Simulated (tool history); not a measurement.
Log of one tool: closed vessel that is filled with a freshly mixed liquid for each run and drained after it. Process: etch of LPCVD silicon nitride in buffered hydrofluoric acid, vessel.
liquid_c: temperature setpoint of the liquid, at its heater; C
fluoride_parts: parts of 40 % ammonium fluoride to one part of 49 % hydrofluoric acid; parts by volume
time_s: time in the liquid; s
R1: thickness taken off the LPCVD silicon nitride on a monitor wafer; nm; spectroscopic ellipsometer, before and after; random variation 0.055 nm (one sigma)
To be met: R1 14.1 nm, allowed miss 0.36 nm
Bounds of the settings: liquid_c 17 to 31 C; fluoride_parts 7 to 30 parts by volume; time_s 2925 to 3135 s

Run 1, hour 0: liquid_c 23 C, fluoride_parts 19 parts by volume, time_s 2925 s. Result: R1 20.94 nm.
Run 2, hour 1.6: liquid_c 22.5 C, fluoride_parts 19 parts by volume, time_s 2925 s. Result: R1 20.611 nm.
Run 3, hour 4.7: liquid_c 22 C, fluoride_parts 19 parts by volume, time_s 2925 s. Result: R1 19.841 nm.
Run 4, hour 11.4: liquid_c 21.5 C, fluoride_parts 19 parts by volume, time_s 2925 s. Result: R1 19.361 nm.
Run 5, hour 18.8: liquid_c 21 C, fluoride_parts 19 parts by volume, time_s 2925 s. Result: R1 18.824 nm.
Run 6, hour 21.5: liquid_c 21 C, fluoride_parts 22 parts by volume, time_s 2925 s. Result: R1 16.745 nm.
Run 7, hour 23: liquid_c 20.5 C, fluoride_parts 22 parts by volume, time_s 2925 s. Result: R1 16.239 nm.
Run 8, hour 24.8: liquid_c 20 C, fluoride_parts 22 parts by volume, time_s 2925 s. Result: R1 15.811 nm.
Run 9, hour 28.6: liquid_c 19 C, fluoride_parts 22 parts by volume, time_s 2925 s. Result: R1 14.871 nm.
Run 10, hour 34.3: liquid_c 18.5 C, fluoride_parts 22 parts by volume, time_s 2925 s. Result: R1 14.55 nm.

5 next moves are on the table. One of them brings every result within its allowed miss. Which?
Run A, hour 40: liquid_c 19.5 C, fluoride_parts 24.5 parts by volume, time_s 3040 s. Result: R1 ?.
Run B, hour 40: liquid_c 17 C, fluoride_parts 21 parts by volume, time_s 3025 s. Result: R1 ?.
Run C, hour 40: liquid_c 17 C, fluoride_parts 18 parts by volume, time_s 2935 s. Result: R1 ?.
Run D, hour 40: liquid_c 20.5 C, fluoride_parts 24.5 parts by volume, time_s 2935 s. Result: R1 ?.
Run E, hour 40: liquid_c 20 C, fluoride_parts 24 parts by volume, time_s 3020 s. Result: R1 ?.

move      R1
   A  14.685
   B  14.102
   C  15.705
   D  14.998
   E  15.221
A: further off than the last run
B: meets every target
C: further off than the last run
D: further off than the last run
E: further off than the last run
Move B is the one to make.
